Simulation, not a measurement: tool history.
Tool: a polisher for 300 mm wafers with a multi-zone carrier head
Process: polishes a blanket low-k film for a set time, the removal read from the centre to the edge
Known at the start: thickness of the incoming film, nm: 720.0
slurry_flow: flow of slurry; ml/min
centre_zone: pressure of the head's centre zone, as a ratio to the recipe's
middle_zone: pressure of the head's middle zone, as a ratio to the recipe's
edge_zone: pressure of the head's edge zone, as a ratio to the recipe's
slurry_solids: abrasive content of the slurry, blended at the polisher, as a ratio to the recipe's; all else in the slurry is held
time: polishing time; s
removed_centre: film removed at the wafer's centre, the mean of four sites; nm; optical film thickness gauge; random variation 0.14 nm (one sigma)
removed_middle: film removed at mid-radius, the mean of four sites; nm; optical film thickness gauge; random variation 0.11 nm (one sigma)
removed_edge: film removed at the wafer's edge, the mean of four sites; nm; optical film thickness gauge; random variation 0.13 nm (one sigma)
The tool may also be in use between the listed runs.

run  hour  slurry_flow  centre_zone  middle_zone  edge_zone  slurry_solids  time  removed_centre  removed_middle  removed_edge
  1     0          210            1            1          1              1    37          12.312          12.144        12.464
  2   8.4          205         0.97         0.99       0.99           0.95    37          11.602          11.588        12.408
  3  16.7          205         0.96            1       0.98            0.9    37          11.327          11.772        11.822
  4  24.4          200         0.94         0.99       0.98            0.9    37          10.922            11.5        11.883
  5  33.4          200         0.94         0.99       1.03            0.9    37          10.912          11.615         12.02
  6  37.4          200         0.94         0.99       1.03            0.9    28          8.3791          8.7196        9.0864
  7  44.4          205         0.93         0.99       1.04           0.95    28          8.2035          9.0048        9.5639

The next listed run, before its measurement:
  8  52.6          210         0.94            1       1.05              1    28               ?               ?             ?

removed_centre: 8.6762 nm
removed_middle: 9.3807 nm
removed_edge: 9.8859 nm
